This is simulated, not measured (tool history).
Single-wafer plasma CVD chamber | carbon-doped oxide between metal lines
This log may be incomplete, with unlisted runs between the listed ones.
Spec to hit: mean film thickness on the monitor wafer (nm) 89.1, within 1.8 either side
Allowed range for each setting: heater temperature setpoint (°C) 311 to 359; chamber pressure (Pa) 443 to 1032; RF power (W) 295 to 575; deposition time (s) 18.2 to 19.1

run,day,heater temperature setpoint (°C),chamber pressure (Pa),RF power (W),deposition time (s),mean film thickness on the monitor wafer (nm)
1,0,335,737,435,19.1,99.471
2,0.238,335,828,435,19.1,101.13
3,0.35,335,828,435,18.2,96.773
4,0.488,335,909,435,18.2,97.339
5,0.758,328,909,435,18.2,99.111
6,0.788,329,899,430,18.2,98.75
7,0.971,331,887,425,18.2,96.7
8,1.221,332,876,420,18.2,94.269
9,1.329,333,869,420,18.2,94.891
10,1.533,334,861,420,18.2,94.661
11,1.683,344,771,405,18.2,87.213
12,2.046,344,771,405,18.2,86.096

Below are 5 possible settings for the next run. Only one of them brings all results inside the allowed miss of their targets. Which is it?
A,2.408,351,957,400,18.2,?
B,2.408,348,865,425,18.6,?
C,2.408,332,911,370,19.1,?
D,2.408,346,735,395,18.2,?
E,2.408,339,763,420,18.7,?

move,mean film thickness on the monitor wafer (nm)
A,85.539
B,92.152
C,89.23
D,83.774
E,93.241
A: the biggest miss grows against the last run
B: takes the result that was furthest off past its target
C: each result inside its tolerance
D: the biggest miss grows against the last run
E: takes the result that was furthest off past its target
Correct choice: C, which meets every target
